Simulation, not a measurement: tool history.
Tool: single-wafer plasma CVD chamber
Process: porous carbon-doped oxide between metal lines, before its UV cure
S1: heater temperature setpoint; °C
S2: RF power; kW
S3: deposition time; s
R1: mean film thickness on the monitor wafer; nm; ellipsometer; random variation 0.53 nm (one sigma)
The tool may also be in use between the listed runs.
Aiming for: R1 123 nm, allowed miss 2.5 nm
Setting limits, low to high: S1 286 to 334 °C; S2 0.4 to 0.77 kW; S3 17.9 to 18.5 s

run	hour	S1	S2	S3	R1
1	0	310	0.585	17.9	111.7
2	7.6	308	0.59	17.9	112.7
3	13.1	306	0.595	17.9	115.89
4	17	306	0.595	17.9	115.74
5	21.1	306	0.515	17.9	101.28
6	22.9	306	0.55	17.9	107.12
7	28.3	304	0.555	17.9	110.49
8	35.2	302	0.555	17.9	111.58
9	39.3	290	0.59	17.9	127.75
10	43.8	291	0.59	17.9	125.79

Of the 4 settings listed for the next run, only one would bring every result within its allowed miss of target. Which one?
A	48.3	290	0.545	17.9	?
B	48.3	287	0.525	18	?
C	48.3	295	0.595	17.9	?
D	48.3	303	0.645	18.5	?

move	R1
A	119.16
B	118.31
C	124.27
D	130.23
A: pushes the last run's worst result past its target
B: pushes the last run's worst result past its target
C: every result lands within tolerance
D: moves away from the targets compared with the last run
C meets every target.
